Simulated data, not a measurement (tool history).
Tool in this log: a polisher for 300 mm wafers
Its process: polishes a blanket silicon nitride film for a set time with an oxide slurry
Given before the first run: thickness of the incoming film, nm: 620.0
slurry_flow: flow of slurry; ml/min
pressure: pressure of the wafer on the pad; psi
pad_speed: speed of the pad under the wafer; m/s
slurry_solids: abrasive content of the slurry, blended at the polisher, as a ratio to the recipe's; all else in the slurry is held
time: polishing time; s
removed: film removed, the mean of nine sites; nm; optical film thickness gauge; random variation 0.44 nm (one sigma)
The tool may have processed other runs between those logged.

run	hour	slurry_flow	pressure	pad_speed	slurry_solids	time	removed
1	0.0	300	4.6	1.34	1.0	31	26.019
2	0.5	300	5.2	1.36	1.0	31	29.101
3	7.6	300	5.7	1.38	1.0	31	32.160
4	16.2	245	5.7	1.38	1.0	31	31.393
5	20.6	245	5.7	1.38	1.0	27	28.449
6	23.0	265	6.1	1.40	1.0	27	29.979
7	27.7	265	6.4	1.48	1.0	27	32.641

What will run 8 give?
8	35.6	265	7.2	1.62	1.0	27	?

{"run 8": {"removed": 38.863}}
